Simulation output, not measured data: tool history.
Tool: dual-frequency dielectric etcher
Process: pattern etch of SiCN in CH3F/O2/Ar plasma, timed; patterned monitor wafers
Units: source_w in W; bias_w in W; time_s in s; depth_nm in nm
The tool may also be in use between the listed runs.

run    day  source_w  bias_w  time_s  depth_nm
  1  0.000       340      82    59.0    23.204
  2  0.054       390      82    59.0    24.287
  3  0.258       390      75    59.0    23.533
  4  0.283       390      75    61.5    24.799
  5  0.396       430      75    61.5    25.756
  6  0.683       410      71    61.0    24.526
  7  1.054       390      68    61.0    23.858
  8  1.354       390      68    61.0    23.723
  9  1.425       370      65    61.0    22.683
 10  1.596       370      65    61.0    22.650
 11  1.650       350      64    61.0    22.197

The next listed run, before its measurement:
 12  1.762       330      63    61.0         ?

Run 12 gave depth_nm 21.585 nm.

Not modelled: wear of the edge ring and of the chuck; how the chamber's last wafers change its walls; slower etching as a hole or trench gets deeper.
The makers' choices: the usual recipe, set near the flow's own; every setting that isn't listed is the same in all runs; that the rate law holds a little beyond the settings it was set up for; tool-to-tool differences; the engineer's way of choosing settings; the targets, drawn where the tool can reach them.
